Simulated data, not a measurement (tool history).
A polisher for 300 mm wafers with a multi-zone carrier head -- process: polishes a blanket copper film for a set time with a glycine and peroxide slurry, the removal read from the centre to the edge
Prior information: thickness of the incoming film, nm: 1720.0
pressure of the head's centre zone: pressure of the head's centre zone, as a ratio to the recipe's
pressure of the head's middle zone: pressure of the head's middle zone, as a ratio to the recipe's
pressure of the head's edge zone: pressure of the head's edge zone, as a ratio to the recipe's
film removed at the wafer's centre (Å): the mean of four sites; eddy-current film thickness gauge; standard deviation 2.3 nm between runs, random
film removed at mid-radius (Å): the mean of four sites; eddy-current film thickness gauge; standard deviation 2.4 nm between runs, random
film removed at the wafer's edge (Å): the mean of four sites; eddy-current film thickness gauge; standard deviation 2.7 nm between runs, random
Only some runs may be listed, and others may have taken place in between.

run    day  flow of slurry (ml/min)  pressure of the head's centre zone  pressure of the head's middle zone  pressure of the head's edge zone  polishing time (s)  film removed at the wafer's centre (Å)  film removed at mid-radius (Å)  film removed at the wafer's edge (Å)
  1  0.000                      300                                1.00                                1.00                              1.00                  34                                  1977.7                          1973.2                                1927.1
  2  0.312                      300                                0.93                                1.00                              1.00                  34                                  1810.3                          1967.4                                1963.3
  3  0.575                      300                                0.93                                1.00                              0.92                  34                                  1842.5                          1974.9                                1918.9
  4  0.946                      305                                0.95                                1.02                              0.93                  35                                  1917.3                          2086.5                                1919.7
  5  1.225                      305                                0.97                                1.03                              0.95                  36                                  2050.0                          2184.5                                2013.6
  6  1.412                      305                                1.03                                1.03                              0.95                  36                                  2156.6                          2136.9                                2006.1
  7  1.654                      310                                1.03                                1.05                              0.97                  37                                  2236.2                          2267.5                                2115.4

What will run 8 give?
  8  1.700                      320                                1.04                                1.07                              0.98                  37                                       ?                               ?                                     ?

{"run 8": {"film removed at the wafer's centre (Å)": 2261.5, "film removed at mid-radius (Å)": 2306.8, "film removed at the wafer's edge (Å)": 2052.4}}
